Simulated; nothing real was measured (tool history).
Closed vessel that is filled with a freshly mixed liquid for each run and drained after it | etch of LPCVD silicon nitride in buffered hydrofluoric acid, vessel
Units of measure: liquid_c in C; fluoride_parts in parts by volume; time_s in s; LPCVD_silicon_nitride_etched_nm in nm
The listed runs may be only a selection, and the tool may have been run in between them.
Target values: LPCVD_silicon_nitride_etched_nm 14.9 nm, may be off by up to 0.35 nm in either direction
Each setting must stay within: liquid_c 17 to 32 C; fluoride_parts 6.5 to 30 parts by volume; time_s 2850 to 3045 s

run  hour  liquid_c  fluoride_parts  time_s  LPCVD_silicon_nitride_etched_nm
  1     0        24            19.5    2850                            21.03
  2   2.4      21.5            19.5    2850                           18.325
  3   7.8        24            19.5    2850                           20.829
  4  10.5        22            19.5    2850                           18.845
  5    12        22              24    2850                           16.198
  6  15.9        22              24    3045                           17.376
  7  24.2        21              24    3045                           16.357
  8  30.4      20.5              24    3045                           15.869
  9  38.9        20              24    3045                           15.417

Pick the move, out of 5, that brings all results within their allowed miss; only one does.
  A  47.4      19.5            21.5    2945                                ?
  B  47.4      22.5              26    2850                                ?
  C  47.4      20.5            24.5    3045                                ?
  D  47.4        20            21.5    2950                                ?
  E  47.4        20            24.5    2945                                ?

move  LPCVD_silicon_nitride_etched_nm
   A                           15.838
   B                           15.897
   C                           15.829
   D                           16.318
   E                           14.885
A: its largest miss is bigger than the last run's
B: its largest miss is bigger than the last run's
C: its largest miss is bigger than the last run's
D: its largest miss is bigger than the last run's
E: each result inside its tolerance
Answer: E

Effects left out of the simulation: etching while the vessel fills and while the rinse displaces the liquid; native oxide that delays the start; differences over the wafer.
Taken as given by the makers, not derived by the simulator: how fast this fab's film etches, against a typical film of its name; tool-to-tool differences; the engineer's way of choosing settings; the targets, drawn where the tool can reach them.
